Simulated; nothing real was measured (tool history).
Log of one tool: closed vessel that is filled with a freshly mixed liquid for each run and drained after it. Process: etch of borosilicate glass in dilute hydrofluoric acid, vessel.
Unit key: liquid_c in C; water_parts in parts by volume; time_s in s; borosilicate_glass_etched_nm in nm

Run 1, hour 0.0: liquid_c 21.0 C, water_parts 225 parts by volume, time_s 150 s. Result: borosilicate_glass_etched_nm 8.2941 nm.
Run 2, hour 4.3: liquid_c 24.5 C, water_parts 225 parts by volume, time_s 150 s. Result: borosilicate_glass_etched_nm 9.5239 nm.
Run 3, hour 9.7: liquid_c 24.5 C, water_parts 225 parts by volume, time_s 150 s. Result: borosilicate_glass_etched_nm 9.4412 nm.
Run 4, hour 14.1: liquid_c 25.5 C, water_parts 215 parts by volume, time_s 150 s. Result: borosilicate_glass_etched_nm 10.2590 nm.
Run 5, hour 19.2: liquid_c 26.5 C, water_parts 205 parts by volume, time_s 150 s. Result: borosilicate_glass_etched_nm 11.2900 nm.
Run 6, hour 22.8: liquid_c 26.5 C, water_parts 205 parts by volume, time_s 160 s. Result: borosilicate_glass_etched_nm 11.9830 nm.

Forecast run 7:
Run 7, hour 27.4: liquid_c 27.0 C, water_parts 200 parts by volume, time_s 160 s. Result: borosilicate_glass_etched_nm ?.

borosilicate_glass_etched_nm: 12.7480 nm
